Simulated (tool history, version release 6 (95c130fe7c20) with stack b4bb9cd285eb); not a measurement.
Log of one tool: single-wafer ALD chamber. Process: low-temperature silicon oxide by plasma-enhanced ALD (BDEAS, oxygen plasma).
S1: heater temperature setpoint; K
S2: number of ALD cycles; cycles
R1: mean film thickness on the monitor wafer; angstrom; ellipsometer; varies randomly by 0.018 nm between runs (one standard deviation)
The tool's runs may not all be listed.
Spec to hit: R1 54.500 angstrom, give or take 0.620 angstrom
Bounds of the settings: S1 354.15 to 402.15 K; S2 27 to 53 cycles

run 1 day=0.000 | S1=378.15 S2=40 | R1=60.341
run 2 day=0.367 | S1=381.15 S2=39 | R1=58.174
run 3 day=0.708 | S1=381.15 S2=35 | R1=52.221
run 4 day=0.929 | S1=381.15 S2=32 | R1=48.075
run 5 day=1.246 | S1=378.15 S2=33 | R1=49.329
run 6 day=1.500 | S1=388.15 S2=33 | R1=48.880
run 7 day=1.800 | S1=386.15 S2=34 | R1=50.532
-- day=1.983 thermocouple changed; heater temperature recalibrated
run 8 day=1.983 | S1=385.15 S2=35 | R1=52.463
run 9 day=2.058 | S1=385.15 S2=36 | R1=53.842

Consider the 5 candidate settings below. Which is the only one whose results all fall within their allowed miss of target?
run A day=2.133 | S1=380.15 S2=36 | R1=?
run B day=2.133 | S1=380.15 S2=37 | R1=?
run C day=2.133 | S1=392.15 S2=38 | R1=?
run D day=2.133 | S1=402.15 S2=39 | R1=?
run E day=2.133 | S1=387.15 S2=38 | R1=?

move=A R1=54.354
move=B R1=55.864
move=C R1=56.153
move=D R1=56.587
move=E R1=56.661
A: meets every target
B: takes the result that was furthest off past its target
C: takes the result that was furthest off past its target
D: takes the result that was furthest off past its target
E: takes the result that was furthest off past its target
Go with A: it meets all targets.
